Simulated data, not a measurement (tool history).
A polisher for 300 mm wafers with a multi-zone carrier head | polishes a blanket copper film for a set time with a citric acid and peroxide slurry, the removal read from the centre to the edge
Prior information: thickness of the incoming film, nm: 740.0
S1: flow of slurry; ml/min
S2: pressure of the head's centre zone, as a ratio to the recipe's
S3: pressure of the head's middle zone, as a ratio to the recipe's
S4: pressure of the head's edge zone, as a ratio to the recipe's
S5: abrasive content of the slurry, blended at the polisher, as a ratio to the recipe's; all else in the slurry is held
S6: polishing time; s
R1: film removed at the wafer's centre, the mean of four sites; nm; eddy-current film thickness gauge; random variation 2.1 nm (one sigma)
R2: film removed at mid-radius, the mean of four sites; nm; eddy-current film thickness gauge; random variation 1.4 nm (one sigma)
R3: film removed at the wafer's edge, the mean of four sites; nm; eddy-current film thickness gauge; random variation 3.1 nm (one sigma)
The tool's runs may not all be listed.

run  hour   S1    S2    S3    S4    S5  S6      R1      R2      R3
  1   0.0  250  1.00  1.00  1.00  1.00  50  143.33  143.72  152.64
  2   2.4  250  1.00  1.00  1.00  1.00  44  125.73  124.38  132.81
  3   9.0  250  1.01  0.98  1.04  1.10  48  141.49  135.80  146.80
  4  16.4  240  0.99  0.94  1.06  1.15  53  153.21  147.77  169.00
  5  20.4  240  0.99  0.94  1.06  1.25  53  157.21  148.96  166.61
  6  28.6  240  0.99  0.92  1.08  1.30  56  165.34  156.58  178.76
  7  30.1  240  0.99  0.90  1.10  1.30  58  172.35  159.91  182.52
  8  33.8  220  0.99  0.88  1.12  1.35  61  179.51  164.43  197.11

Run 9 has not been measured yet. What should we expect?
  9  37.4  220  0.99  0.88  1.12  1.35  61   ?   ?   ?

R1: 179.54 nm
R2: 165.47 nm
R3: 203.18 nm

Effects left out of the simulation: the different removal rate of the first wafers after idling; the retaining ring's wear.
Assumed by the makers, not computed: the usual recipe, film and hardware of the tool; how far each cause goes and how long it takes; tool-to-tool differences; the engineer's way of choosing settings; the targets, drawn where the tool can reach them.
